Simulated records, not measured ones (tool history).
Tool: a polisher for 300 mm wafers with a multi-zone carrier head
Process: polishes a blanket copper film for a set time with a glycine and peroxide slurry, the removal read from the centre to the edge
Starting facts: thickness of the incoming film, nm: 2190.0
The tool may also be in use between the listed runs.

| run | hour | flow of slurry (ml/min) | pressure of the head's centre zone | pressure of the head's middle zone | pressure of the head's edge zone | polishing time (s) | film removed at the wafer's centre (angstrom) | film removed at mid-radius (angstrom) | film removed at the wafer's edge (angstrom) |
|---|---|---|---|---|---|---|---|---|---|
| 1 | 0.0 | 150 | 1.00 | 1.00 | 1.00 | 45 | 1569.2 | 1564.0 | 1557.2 |
| 2 | 6.0 | 150 | 1.07 | 1.00 | 1.00 | 45 | 1690.3 | 1589.7 | 1560.9 |
| 3 | 13.5 | 150 | 1.13 | 1.00 | 1.00 | 45 | 1771.9 | 1578.1 | 1549.5 |
| 4 | 17.8 | 150 | 1.13 | 1.00 | 1.00 | 41 | 1644.8 | 1442.5 | 1396.7 |
| 5 | 18.3 | 150 | 1.13 | 1.00 | 1.00 | 35 | 1386.8 | 1221.7 | 1209.8 |
| 6 | 19.6 | 135 | 1.03 | 1.03 | 0.95 | 33 | 1154.6 | 1157.2 | 1080.5 |

Run 7, settings as shown, results not yet in. Your forecast:
| 7 | 25.7 | 120 | 0.96 | 1.03 | 0.93 | 32 | ? | ? | ? |

{"run 7": {"film removed at the wafer's centre (angstrom)": 1023.1, "film removed at mid-radius (angstrom)": 1083.1, "film removed at the wafer's edge (angstrom)": 1027.3}}

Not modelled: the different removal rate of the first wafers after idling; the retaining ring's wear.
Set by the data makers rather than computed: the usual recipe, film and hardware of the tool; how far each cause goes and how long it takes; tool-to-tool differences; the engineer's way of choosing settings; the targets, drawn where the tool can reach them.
